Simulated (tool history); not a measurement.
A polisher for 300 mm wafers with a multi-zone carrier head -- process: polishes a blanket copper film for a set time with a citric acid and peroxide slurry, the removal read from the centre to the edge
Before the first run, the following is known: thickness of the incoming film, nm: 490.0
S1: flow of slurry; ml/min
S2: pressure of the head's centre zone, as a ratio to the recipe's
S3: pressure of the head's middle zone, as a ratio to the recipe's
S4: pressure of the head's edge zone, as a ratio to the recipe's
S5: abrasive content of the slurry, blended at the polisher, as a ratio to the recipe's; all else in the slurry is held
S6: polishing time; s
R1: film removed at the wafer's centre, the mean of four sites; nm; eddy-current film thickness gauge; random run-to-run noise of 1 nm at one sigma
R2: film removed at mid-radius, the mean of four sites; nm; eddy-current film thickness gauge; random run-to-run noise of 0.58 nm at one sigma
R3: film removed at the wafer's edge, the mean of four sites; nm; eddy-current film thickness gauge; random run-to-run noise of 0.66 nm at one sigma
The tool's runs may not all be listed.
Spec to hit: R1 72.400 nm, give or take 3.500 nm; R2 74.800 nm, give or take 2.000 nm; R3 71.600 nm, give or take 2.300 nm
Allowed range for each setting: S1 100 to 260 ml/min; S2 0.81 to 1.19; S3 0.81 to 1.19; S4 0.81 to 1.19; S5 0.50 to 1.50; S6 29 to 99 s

| run | hour | S1 | S2 | S3 | S4 | S5 | S6 | R1 | R2 | R3 |
|---|---|---|---|---|---|---|---|---|---|---|
| 1 | 0.0 | 165 | 1.00 | 1.00 | 1.00 | 1.00 | 64 | 123.380 | 118.980 | 118.420 |
| 2 | 8.9 | 160 | 0.99 | 1.00 | 0.98 | 0.95 | 61 | 111.210 | 113.320 | 110.200 |
| 3 | 10.5 | 160 | 0.99 | 1.00 | 0.90 | 0.95 | 61 | 113.780 | 113.000 | 104.840 |
| 4 | 14.5 | 160 | 0.99 | 1.00 | 0.95 | 0.95 | 61 | 115.220 | 110.920 | 105.860 |
| 5 | 19.0 | 160 | 0.99 | 1.00 | 0.95 | 0.95 | 71 | 133.540 | 131.440 | 125.840 |
| 6 | 23.4 | 160 | 0.99 | 1.03 | 0.95 | 0.95 | 71 | 132.210 | 131.880 | 124.200 |
|  | 30.6 | worn pad replaced by a new one |
| 7 | 30.6 | 155 | 0.98 | 1.01 | 0.94 | 0.90 | 67 | 134.810 | 134.540 | 127.560 |
| 8 | 33.5 | 155 | 0.98 | 1.01 | 0.94 | 0.90 | 67 | 131.650 | 134.190 | 126.500 |
| 9 | 41.8 | 150 | 0.97 | 1.00 | 0.93 | 1.00 | 64 | 128.060 | 129.830 | 123.640 |
| 10 | 50.2 | 135 | 0.91 | 0.94 | 0.84 | 0.75 | 46 | 81.361 | 81.840 | 78.271 |
| 11 | 55.1 | 135 | 0.90 | 0.94 | 0.84 | 0.70 | 46 | 75.924 | 79.709 | 77.323 |

Exercise: of the 5 proposed moves below, exactly one satisfies all targets within the stated allowed misses. Which move is it?
| A | 60.0 | 100 | 0.82 | 1.01 | 0.84 | 0.75 | 52 | ? | ? | ? |
| B | 60.0 | 120 | 0.87 | 0.93 | 0.90 | 0.55 | 48 | ? | ? | ? |
| C | 60.0 | 130 | 0.98 | 1.03 | 0.96 | 0.65 | 41 | ? | ? | ? |
| D | 60.0 | 120 | 0.84 | 1.02 | 0.81 | 0.60 | 45 | ? | ? | ? |
| E | 60.0 | 125 | 0.81 | 0.90 | 0.88 | 0.55 | 47 | ? | ? | ? |

| move | R1 | R2 | R3 |
|---|---|---|---|
| A | 73.012 | 90.505 | 84.119 |
| B | 72.301 | 78.104 | 78.931 |
| C | 73.480 | 76.376 | 72.475 |
| D | 66.445 | 80.342 | 71.560 |
| E | 66.695 | 75.272 | 77.119 |
A: moves away from the targets compared with the last run
B: moves away from the targets compared with the last run
C: each result inside its tolerance
D: meets the target for the result that was furthest off, but another lies outside its allowed miss
E: just as far off the targets as the last run
So the answer is move C, the one that meets all the targets.
